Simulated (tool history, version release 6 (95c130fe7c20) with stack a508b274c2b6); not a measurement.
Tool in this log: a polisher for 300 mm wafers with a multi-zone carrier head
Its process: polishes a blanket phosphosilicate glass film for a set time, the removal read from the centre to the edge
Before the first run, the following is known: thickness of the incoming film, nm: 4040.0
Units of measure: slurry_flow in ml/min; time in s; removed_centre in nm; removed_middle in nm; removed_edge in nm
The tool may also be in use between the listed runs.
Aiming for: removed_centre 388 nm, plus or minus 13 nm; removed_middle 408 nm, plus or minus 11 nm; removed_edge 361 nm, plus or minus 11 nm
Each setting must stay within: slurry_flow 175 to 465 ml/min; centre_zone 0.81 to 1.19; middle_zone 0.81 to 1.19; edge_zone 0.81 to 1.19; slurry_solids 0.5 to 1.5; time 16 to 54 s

| run | hour | slurry_flow | centre_zone | middle_zone | edge_zone | slurry_solids | time | removed_centre | removed_middle | removed_edge |
|---|---|---|---|---|---|---|---|---|---|---|
| 1 | 0 | 295 | 1 | 1 | 1 | 1 | 35 | 301.95 | 289.61 | 304.12 |
| 2 | 8.3 | 295 | 0.97 | 1 | 1 | 1 | 35 | 290.61 | 290.8 | 303.72 |
| 3 | 10 | 295 | 0.97 | 1 | 1.03 | 1 | 35 | 286.43 | 295.72 | 307.58 |
| 4 | 10.8 | 320 | 1.01 | 1.06 | 1.04 | 1.1 | 35 | 311.71 | 318.31 | 328.43 |
| 5 | 11.8 | 320 | 1.01 | 1.1 | 0.97 | 1.2 | 35 | 318.52 | 344.63 | 326.92 |
| 6 | 13.3 | 320 | 1.01 | 1.1 | 0.93 | 1.2 | 35 | 322.63 | 340.64 | 317.22 |
| 7 | 19.9 | 330 | 1.04 | 1.13 | 0.93 | 1.3 | 35 | 341.92 | 358.31 | 325.8 |
| 8 | 28.5 | 340 | 1.05 | 1.15 | 0.94 | 1.35 | 35 | 355.19 | 372.64 | 331.92 |
| 9 | 32.6 | 345 | 1.06 | 1.16 | 0.96 | 1.4 | 35 | 364.49 | 381.79 | 341.78 |
| 10 | 34 | 350 | 1.07 | 1.17 | 0.97 | 1.45 | 35 | 368.89 | 392.24 | 348.2 |
| 11 | 37.6 | 355 | 1.08 | 1.18 | 0.98 | 1.45 | 35 | 375.21 | 395.56 | 348.53 |
| 12 | 40.9 | 355 | 1.08 | 1.18 | 0.98 | 1.45 | 35 | 378.97 | 391.06 | 347.35 |
| 13 | 45 | 360 | 1.08 | 1.18 | 0.98 | 1.45 | 35 | 369.28 | 389.01 | 352.21 |
| 14 | 45.6 | 355 | 1.08 | 1.18 | 0.98 | 1.45 | 35 | 373.83 | 394.95 | 353.46 |

5 next moves are on the table. One of them brings every result within its allowed miss. Which?
| A | 46.2 | 325 | 1.15 | 1.12 | 0.89 | 1.35 | 37 | ? | ? | ? |
| B | 46.2 | 430 | 1.06 | 1.17 | 0.95 | 1.45 | 36 | ? | ? | ? |
| C | 46.2 | 330 | 1.03 | 1.13 | 1.05 | 1.45 | 35 | ? | ? | ? |
| D | 46.2 | 345 | 1.15 | 1.1 | 0.95 | 1.5 | 35 | ? | ? | ? |
| E | 46.2 | 295 | 1.1 | 1.09 | 0.98 | 1.4 | 38 | ? | ? | ? |

| move | removed_centre | removed_middle | removed_edge |
|---|---|---|---|
| A | 398.05 | 380.68 | 340.77 |
| B | 375.45 | 403.77 | 356.53 |
| C | 346.09 | 372.73 | 357.86 |
| D | 392.9 | 369.8 | 346.18 |
| E | 391.52 | 383.11 | 368.12 |
A: further off than the last run
B: hits every target within its allowed miss
C: further off than the last run
D: further off than the last run
E: further off than the last run
B meets every target.

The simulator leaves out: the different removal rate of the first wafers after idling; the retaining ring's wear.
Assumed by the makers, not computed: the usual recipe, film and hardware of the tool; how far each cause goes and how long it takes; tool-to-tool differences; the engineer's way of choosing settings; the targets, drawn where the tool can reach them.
